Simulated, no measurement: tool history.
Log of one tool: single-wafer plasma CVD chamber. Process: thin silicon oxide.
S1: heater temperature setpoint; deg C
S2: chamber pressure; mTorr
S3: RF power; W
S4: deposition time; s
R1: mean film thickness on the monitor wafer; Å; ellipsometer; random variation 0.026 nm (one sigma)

run	hour	S1	S2	S3	S4	R1
1	0	395	766	305	5.59	85.787
2	4.4	395	714	305	5.59	80.497
3	5.5	395	673	305	5.59	75.644
4	7.5	395	673	280	5.59	71.577
5	10.7	403	673	280	5.59	70.846
6	17.4	404	660	280	5.59	69.112
7	21.9	406	653	280	5.59	68.413
8	28.9	407	647	280	5.59	67.866
9	32.7	408	642	280	5.59	67.181
10	37.3	409	639	280	5.59	67.276

Forecast run 11:
11	39.3	409	634	280	5.59	?

R1: 66.322 Å
